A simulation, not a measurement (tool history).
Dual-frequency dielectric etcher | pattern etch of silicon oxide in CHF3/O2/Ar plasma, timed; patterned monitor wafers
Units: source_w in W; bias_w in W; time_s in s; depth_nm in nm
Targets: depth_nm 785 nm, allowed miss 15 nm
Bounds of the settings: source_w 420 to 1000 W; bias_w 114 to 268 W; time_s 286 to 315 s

{"run": 1, "hour": 0.0, "source_w": 710, "bias_w": 191, "time_s": 315, "depth_nm": 691.06}
{"run": 2, "hour": 8.9, "source_w": 760, "bias_w": 193, "time_s": 315, "depth_nm": 713.93}
{"run": 3, "hour": 16.9, "source_w": 760, "bias_w": 223, "time_s": 315, "depth_nm": 754.58}
{"run": 4, "hour": 25.0, "source_w": 770, "bias_w": 224, "time_s": 315, "depth_nm": 758.98}
{"run": 5, "hour": 26.6, "source_w": 770, "bias_w": 224, "time_s": 315, "depth_nm": 759.91}
{"run": 6, "hour": 32.0, "source_w": 700, "bias_w": 224, "time_s": 315, "depth_nm": 731.15}
{"run": 7, "hour": 39.1, "source_w": 730, "bias_w": 225, "time_s": 315, "depth_nm": 744.07}
{"run": 8, "hour": 41.2, "source_w": 750, "bias_w": 226, "time_s": 315, "depth_nm": 753.48}
{"run": 9, "hour": 43.1, "source_w": 760, "bias_w": 227, "time_s": 315, "depth_nm": 758.84}
{"run": 10, "hour": 45.5, "source_w": 770, "bias_w": 228, "time_s": 315, "depth_nm": 761.69}

Which of these 4 next moves meets every target?
{"run": "A", "hour": 47.9, "source_w": 840, "bias_w": 234, "time_s": 291, "depth_nm": "?"}
{"run": "B", "hour": 47.9, "source_w": 790, "bias_w": 220, "time_s": 309, "depth_nm": "?"}
{"run": "C", "hour": 47.9, "source_w": 780, "bias_w": 242, "time_s": 315, "depth_nm": "?"}
{"run": "D", "hour": 47.9, "source_w": 810, "bias_w": 199, "time_s": 315, "depth_nm": "?"}

move=A depth_nm=736.65
move=B depth_nm=745.59
move=C depth_nm=783.46
move=D depth_nm=740.11
A: further off than the last run
B: further off than the last run
C: meets every target
D: further off than the last run
Move C is the one to make.
